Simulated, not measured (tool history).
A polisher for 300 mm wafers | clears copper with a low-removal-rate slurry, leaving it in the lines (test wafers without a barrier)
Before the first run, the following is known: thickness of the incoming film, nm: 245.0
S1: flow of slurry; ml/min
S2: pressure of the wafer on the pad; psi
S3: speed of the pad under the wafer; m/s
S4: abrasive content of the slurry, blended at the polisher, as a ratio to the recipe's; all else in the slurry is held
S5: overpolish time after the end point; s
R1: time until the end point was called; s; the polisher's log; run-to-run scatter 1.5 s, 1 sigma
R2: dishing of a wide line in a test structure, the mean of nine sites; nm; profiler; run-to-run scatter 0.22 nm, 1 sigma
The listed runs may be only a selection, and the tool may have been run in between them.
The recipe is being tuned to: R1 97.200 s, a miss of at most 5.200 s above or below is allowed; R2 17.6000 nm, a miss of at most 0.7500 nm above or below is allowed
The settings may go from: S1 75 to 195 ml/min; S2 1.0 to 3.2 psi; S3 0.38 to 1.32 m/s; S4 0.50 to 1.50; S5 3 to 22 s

{"run": 1, "hour": 0.0, "S1": 125, "S2": 2.1, "S3": 0.84, "S4": 1.0, "S5": 11, "R1": 118.85, "R2": 17.935}
{"run": 2, "hour": 7.6, "S1": 125, "S2": 2.6, "S3": 0.84, "S4": 1.0, "S5": 11, "R1": 97.993, "R2": 21.135}
{"run": 3, "hour": 14.5, "S1": 130, "S2": 2.6, "S3": 0.84, "S4": 1.0, "S5": 10, "R1": 95.786, "R2": 19.39}
{"run": 4, "hour": 22.7, "S1": 130, "S2": 2.6, "S3": 0.84, "S4": 1.0, "S5": 5, "R1": 95.003, "R2": 10.353}
{"run": 5, "hour": 29.8, "S1": 130, "S2": 2.6, "S3": 0.96, "S4": 1.0, "S5": 5, "R1": 86.799, "R2": 11.408}
{"run": 6, "hour": 34.8, "S1": 130, "S2": 2.6, "S3": 0.96, "S4": 1.0, "S5": 3, "R1": 84.65, "R2": 7.0651}
{"run": 7, "hour": 42.8, "S1": 130, "S2": 2.6, "S3": 0.96, "S4": 1.0, "S5": 3, "R1": 83.815, "R2": 6.9103}
{"run": 8, "hour": 47.8, "S1": 130, "S2": 2.6, "S3": 0.96, "S4": 1.0, "S5": 3, "R1": 84.323, "R2": 6.977}
{"run": 9, "hour": 52.5, "S1": 135, "S2": 2.7, "S3": 0.92, "S4": 1.0, "S5": 3, "R1": 86.304, "R2": 7.0557}
{"hour": 58.3, "done": "head pressure recalibrated"}
{"run": 10, "hour": 58.3, "S1": 130, "S2": 2.7, "S3": 0.92, "S4": 1.0, "S5": 4, "R1": 94.669, "R2": 8.677}
{"run": 11, "hour": 59.5, "S1": 130, "S2": 2.7, "S3": 0.92, "S4": 1.0, "S5": 4, "R1": 90.456, "R2": 8.7319}
{"run": 12, "hour": 65.8, "S1": 115, "S2": 2.9, "S3": 0.88, "S4": 1.1, "S5": 6, "R1": 90.492, "R2": 12.96}
{"run": 13, "hour": 73.5, "S1": 110, "S2": 2.9, "S3": 0.88, "S4": 1.15, "S5": 6, "R1": 89.482, "R2": 13.223}
{"run": 14, "hour": 82.3, "S1": 105, "S2": 2.7, "S3": 0.88, "S4": 1.25, "S5": 11, "R1": 93.94, "R2": 21.592}
{"run": 15, "hour": 89.7, "S1": 105, "S2": 2.5, "S3": 0.92, "S4": 1.3, "S5": 11, "R1": 98.755, "R2": 21.348}
{"run": 16, "hour": 90.5, "S1": 115, "S2": 2.4, "S3": 0.96, "S4": 1.3, "S5": 10, "R1": 94.922, "R2": 19.853}
{"run": 17, "hour": 94.9, "S1": 105, "S2": 2.4, "S3": 0.98, "S4": 1.25, "S5": 10, "R1": 96.845, "R2": 19.713}
{"run": 18, "hour": 100.3, "S1": 115, "S2": 2.3, "S3": 0.98, "S4": 1.25, "S5": 10, "R1": 98.344, "R2": 19.27}

4 candidate next runs follow, results not yet known. Just one meets every target within its allowed miss. Identify it.
{"run": "A", "hour": 105.7, "S1": 120, "S2": 2.4, "S3": 0.92, "S4": 1.25, "S5": 8, "R1": "?", "R2": "?"}
{"run": "B", "hour": 105.7, "S1": 110, "S2": 2.2, "S3": 1.06, "S4": 1.15, "S5": 9, "R1": "?", "R2": "?"}
{"run": "C", "hour": 105.7, "S1": 115, "S2": 2.2, "S3": 0.94, "S4": 1.25, "S5": 11, "R1": "?", "R2": "?"}
{"run": "D", "hour": 105.7, "S1": 140, "S2": 2.4, "S3": 0.92, "S4": 1.15, "S5": 10, "R1": "?", "R2": "?"}

move=A R1=99.842 R2=15.6250
move=B R1=98.463 R2=17.5830
move=C R1=106.900 R2=19.5530
move=D R1=99.073 R2=19.2600
A: takes the result that was furthest off past its target
B: each result inside its tolerance
C: the biggest miss grows against the last run
D: roughly where the last run was
B meets every target.
